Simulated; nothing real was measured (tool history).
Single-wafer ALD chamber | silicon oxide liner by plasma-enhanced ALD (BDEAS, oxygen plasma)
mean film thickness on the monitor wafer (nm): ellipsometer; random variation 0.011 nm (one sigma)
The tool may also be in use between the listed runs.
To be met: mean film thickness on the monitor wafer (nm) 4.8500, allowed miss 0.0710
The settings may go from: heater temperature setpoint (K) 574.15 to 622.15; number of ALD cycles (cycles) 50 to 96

run	day	heater temperature setpoint (K)	number of ALD cycles (cycles)	mean film thickness on the monitor wafer (nm)
1	0.000	598.15	73	6.4147
2	0.379	598.15	80	6.9952
3	0.708	599.15	76	6.6542
4	1.004	599.15	85	7.4596
5	1.221	604.15	85	7.4242
6	1.358	605.15	80	6.9497
7	1.725	606.15	76	6.5924
8	1.779	606.15	73	6.3530
9	2.104	606.15	70	6.0729
10	2.192	607.15	68	5.8973
11	2.417	608.15	66	5.7188
12	2.717	609.15	64	5.5170
13	2.771	610.15	63	5.4405
14	2.979	611.15	62	5.3426
15	3.188	614.15	54	4.6413
16	3.308	613.15	54	4.6465
17	3.679	613.15	54	4.6472

Which of these 4 next moves meets every target?
A	4.050	605.15	54	?
B	4.050	612.15	56	?
C	4.050	610.15	54	?
D	4.050	612.15	54	?

move	mean film thickness on the monitor wafer (nm)
A	4.6720
B	4.8014
C	4.6419
D	4.6299
A: nearer than the last run, and not there yet
B: meets every target
C: as far off as the last run
D: further off than the last run
Answer: B
